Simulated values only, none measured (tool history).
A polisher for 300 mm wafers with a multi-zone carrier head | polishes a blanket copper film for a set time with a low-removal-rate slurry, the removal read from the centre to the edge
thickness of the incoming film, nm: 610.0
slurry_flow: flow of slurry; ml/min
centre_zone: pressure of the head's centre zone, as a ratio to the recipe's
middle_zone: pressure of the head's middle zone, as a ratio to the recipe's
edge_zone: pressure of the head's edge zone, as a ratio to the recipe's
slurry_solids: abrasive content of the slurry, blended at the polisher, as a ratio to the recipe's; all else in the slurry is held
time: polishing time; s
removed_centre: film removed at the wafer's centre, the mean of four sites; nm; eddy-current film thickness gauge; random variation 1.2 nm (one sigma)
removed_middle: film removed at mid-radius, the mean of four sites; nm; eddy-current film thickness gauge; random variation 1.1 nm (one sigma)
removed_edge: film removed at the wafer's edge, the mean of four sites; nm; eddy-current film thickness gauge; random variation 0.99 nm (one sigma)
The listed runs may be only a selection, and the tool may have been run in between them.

Run 1, hour 0.0: slurry_flow 215 ml/min, centre_zone 1.00, middle_zone 1.00, edge_zone 1.00, slurry_solids 1.00, time 30 s. Result: removed_centre 65.510 nm, removed_middle 68.698 nm, removed_edge 67.467 nm.
Run 2, hour 8.4: slurry_flow 215 ml/min, centre_zone 1.01, middle_zone 1.00, edge_zone 1.01, slurry_solids 1.05, time 30 s. Result: removed_centre 68.001 nm, removed_middle 71.976 nm, removed_edge 67.622 nm.
Run 3, hour 13.3: slurry_flow 215 ml/min, centre_zone 1.06, middle_zone 1.00, edge_zone 1.01, slurry_solids 1.05, time 30 s. Result: removed_centre 68.122 nm, removed_middle 69.199 nm, removed_edge 69.528 nm.
Run 4, hour 21.3: slurry_flow 215 ml/min, centre_zone 1.06, middle_zone 1.00, edge_zone 1.01, slurry_solids 1.25, time 30 s. Result: removed_centre 73.816 nm, removed_middle 70.992 nm, removed_edge 72.516 nm.
Run 5, hour 23.2: slurry_flow 215 ml/min, centre_zone 1.06, middle_zone 1.01, edge_zone 1.03, slurry_solids 1.30, time 30 s. Result: removed_centre 74.706 nm, removed_middle 73.361 nm, removed_edge 74.507 nm.
Run 6, hour 31.6: slurry_flow 215 ml/min, centre_zone 1.06, middle_zone 1.01, edge_zone 1.03, slurry_solids 1.20, time 30 s. Result: removed_centre 73.314 nm, removed_middle 73.584 nm, removed_edge 71.460 nm.
Run 7, hour 37.7: slurry_flow 215 ml/min, centre_zone 1.05, middle_zone 1.00, edge_zone 1.04, slurry_solids 1.25, time 30 s. Result: removed_centre 74.324 nm, removed_middle 74.625 nm, removed_edge 74.640 nm.
Run 8, hour 40.6: slurry_flow 220 ml/min, centre_zone 1.06, middle_zone 1.00, edge_zone 1.05, slurry_solids 1.25, time 30 s. Result: removed_centre 71.316 nm, removed_middle 74.650 nm, removed_edge 74.970 nm.
Run 9, hour 48.7: slurry_flow 220 ml/min, centre_zone 1.07, middle_zone 1.00, edge_zone 1.05, slurry_solids 1.30, time 30 s. Result: removed_centre 76.177 nm, removed_middle 72.266 nm, removed_edge 74.482 nm.
Run 10, hour 50.3: slurry_flow 220 ml/min, centre_zone 1.07, middle_zone 1.00, edge_zone 1.06, slurry_solids 1.30, time 30 s. Result: removed_centre 75.350 nm, removed_middle 75.066 nm, removed_edge 75.169 nm.
Run 11, hour 59.2: slurry_flow 220 ml/min, centre_zone 1.07, middle_zone 0.99, edge_zone 1.07, slurry_solids 1.30, time 30 s. Result: removed_centre 75.437 nm, removed_middle 74.108 nm, removed_edge 74.552 nm.
Run 12, hour 67.6: slurry_flow 220 ml/min, centre_zone 1.06, middle_zone 0.98, edge_zone 1.07, slurry_solids 1.30, time 31 s. Result: removed_centre 77.987 nm, removed_middle 74.890 nm, removed_edge 80.118 nm.
Run 13, hour 68.6: slurry_flow 220 ml/min, centre_zone 1.07, middle_zone 0.98, edge_zone 1.08, slurry_solids 1.30, time 31 s. Result: removed_centre 77.733 nm, removed_middle 74.103 nm, removed_edge 77.678 nm.
Run 14, hour 75.2: slurry_flow 220 ml/min, centre_zone 1.07, middle_zone 0.98, edge_zone 1.08, slurry_solids 1.30, time 31 s. Result: removed_centre 79.269 nm, removed_middle 75.173 nm, removed_edge 78.270 nm.

Forecast run 15:
Run 15, hour 78.8: slurry_flow 220 ml/min, centre_zone 1.07, middle_zone 0.98, edge_zone 1.09, slurry_solids 1.30, time 31 s. Result: removed_centre ?, removed_middle ?, removed_edge ?.

{"run 15": {"removed_centre": 77.708, "removed_middle": 74.151, "removed_edge": 78.432}}
